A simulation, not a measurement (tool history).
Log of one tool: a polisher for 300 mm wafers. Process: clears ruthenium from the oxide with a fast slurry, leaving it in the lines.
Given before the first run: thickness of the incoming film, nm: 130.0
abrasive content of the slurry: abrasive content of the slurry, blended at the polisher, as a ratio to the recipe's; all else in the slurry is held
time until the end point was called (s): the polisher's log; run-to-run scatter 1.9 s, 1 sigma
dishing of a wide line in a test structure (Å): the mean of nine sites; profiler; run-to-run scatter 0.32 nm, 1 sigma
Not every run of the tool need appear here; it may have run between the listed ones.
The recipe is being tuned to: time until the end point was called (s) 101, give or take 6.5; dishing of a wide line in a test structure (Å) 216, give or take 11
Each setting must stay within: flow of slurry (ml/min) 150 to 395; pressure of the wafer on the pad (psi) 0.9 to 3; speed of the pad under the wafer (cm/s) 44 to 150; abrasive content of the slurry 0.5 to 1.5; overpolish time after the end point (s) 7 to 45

| run | hour | flow of slurry (ml/min) | pressure of the wafer on the pad (psi) | speed of the pad under the wafer (cm/s) | abrasive content of the slurry | overpolish time after the end point (s) | time until the end point was called (s) | dishing of a wide line in a test structure (Å) |
|---|---|---|---|---|---|---|---|---|
| 1 | 0 | 250 | 1.9 | 96 | 1 | 23 | 54.71 | 408.11 |
| 2 | 9 | 250 | 1.8 | 94 | 1 | 22 | 59.352 | 357.47 |
| 3 | 9.9 | 250 | 1.8 | 84 | 1 | 22 | 63.043 | 349.05 |
| 4 | 14.4 | 205 | 1.8 | 84 | 1 | 22 | 64.89 | 339.01 |
| 5 | 20.1 | 205 | 1.8 | 84 | 1.1 | 22 | 60.694 | 351.16 |
| 6 | 20.6 | 205 | 1.8 | 104 | 1.1 | 22 | 50.362 | 404.9 |
| 7 | 24.8 | 200 | 1.2 | 76 | 1.05 | 17 | 97.588 | 195.05 |
| 8 | 29 | 200 | 1.2 | 76 | 1.05 | 17 | 98.389 | 189.29 |
| 9 | 37.5 | 200 | 1.2 | 76 | 1.05 | 18 | 96.845 | 203.54 |

Of the 5 settings listed for the next run, only one would bring every result within its allowed miss of target. Which one?
| A | 46 | 210 | 1 | 98 | 1.05 | 15 | ? | ? |
| B | 46 | 270 | 1.3 | 62 | 1.1 | 17 | ? | ? |
| C | 46 | 165 | 1.2 | 74 | 1.3 | 16 | ? | ? |
| D | 46 | 150 | 1.2 | 76 | 1.1 | 16 | ? | ? |
| E | 46 | 235 | 1.3 | 84 | 0.8 | 20 | ? | ? |

| move | time until the end point was called (s) | dishing of a wide line in a test structure (Å) |
|---|---|---|
| A | 86.594 | 193.06 |
| B | 103.5 | 184.25 |
| C | 90.441 | 196.65 |
| D | 98.047 | 183.19 |
| E | 99.649 | 219.34 |
A: the biggest miss grows against the last run
B: the biggest miss grows against the last run
C: the biggest miss grows against the last run
D: the biggest miss grows against the last run
E: every result within its allowed miss
E meets every target.
